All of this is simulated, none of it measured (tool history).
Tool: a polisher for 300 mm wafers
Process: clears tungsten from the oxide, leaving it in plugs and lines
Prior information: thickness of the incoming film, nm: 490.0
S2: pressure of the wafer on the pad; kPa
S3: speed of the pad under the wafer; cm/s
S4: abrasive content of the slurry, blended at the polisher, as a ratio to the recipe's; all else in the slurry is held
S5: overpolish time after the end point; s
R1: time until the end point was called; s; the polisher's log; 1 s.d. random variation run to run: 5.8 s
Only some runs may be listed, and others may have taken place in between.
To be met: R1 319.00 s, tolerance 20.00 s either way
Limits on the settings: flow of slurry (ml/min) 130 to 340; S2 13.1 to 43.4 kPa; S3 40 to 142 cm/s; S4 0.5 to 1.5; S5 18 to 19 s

run 1 day=0.000 | flow_of_slurry_(ml/min)=220 S2=28.3 S3=90 S4=1.0 S5=18 | R1=131.82
run 2 day=0.242 | flow_of_slurry_(ml/min)=220 S2=26.2 S3=84 S4=1.0 S5=18 | R1=144.72
run 3 day=0.275 | flow_of_slurry_(ml/min)=220 S2=32.4 S3=84 S4=1.0 S5=18 | R1=118.11
run 4 day=0.533 | flow_of_slurry_(ml/min)=220 S2=32.4 S3=64 S4=1.0 S5=18 | R1=151.47
run 5 day=0.796 | flow_of_slurry_(ml/min)=220 S2=29.6 S3=62 S4=1.0 S5=18 | R1=168.01
run 6 day=1.008 | flow_of_slurry_(ml/min)=220 S2=29.6 S3=52 S4=1.0 S5=18 | R1=191.06
run 7 day=1.158 | flow_of_slurry_(ml/min)=220 S2=27.6 S3=50 S4=1.0 S5=18 | R1=223.60
run 8 day=1.279 | flow_of_slurry_(ml/min)=220 S2=26.2 S3=50 S4=1.0 S5=18 | R1=229.65
run 9 day=1.612 | flow_of_slurry_(ml/min)=220 S2=24.8 S3=50 S4=1.0 S5=18 | R1=240.02
run 10 day=1.712 | flow_of_slurry_(ml/min)=220 S2=24.8 S3=50 S4=1.0 S5=18 | R1=247.49
run 11 day=2.033 | flow_of_slurry_(ml/min)=220 S2=24.1 S3=50 S4=1.0 S5=18 | R1=257.62
run 12 day=2.279 | flow_of_slurry_(ml/min)=220 S2=17.9 S3=48 S4=1.0 S5=18 | R1=350.18

Consider the 4 candidate settings below. Which is the only one whose results all fall within their allowed miss of target?
run A day=2.525 | flow_of_slurry_(ml/min)=250 S2=15.9 S3=58 S4=0.9 S5=19 | R1=?
run B day=2.525 | flow_of_slurry_(ml/min)=250 S2=13.1 S3=82 S4=1.1 S5=19 | R1=?
run C day=2.525 | flow_of_slurry_(ml/min)=150 S2=17.9 S3=66 S4=1.0 S5=18 | R1=?
run D day=2.525 | flow_of_slurry_(ml/min)=190 S2=18.6 S3=44 S4=1.0 S5=19 | R1=?

move=A R1=322.71
move=B R1=275.49
move=C R1=273.45
move=D R1=359.47
A: each result inside its tolerance
B: moves the result that the last run missed by most past its target, out the other side
C: moves the result that the last run missed by most past its target, out the other side
D: further off than the last run
Move A is the one to make.

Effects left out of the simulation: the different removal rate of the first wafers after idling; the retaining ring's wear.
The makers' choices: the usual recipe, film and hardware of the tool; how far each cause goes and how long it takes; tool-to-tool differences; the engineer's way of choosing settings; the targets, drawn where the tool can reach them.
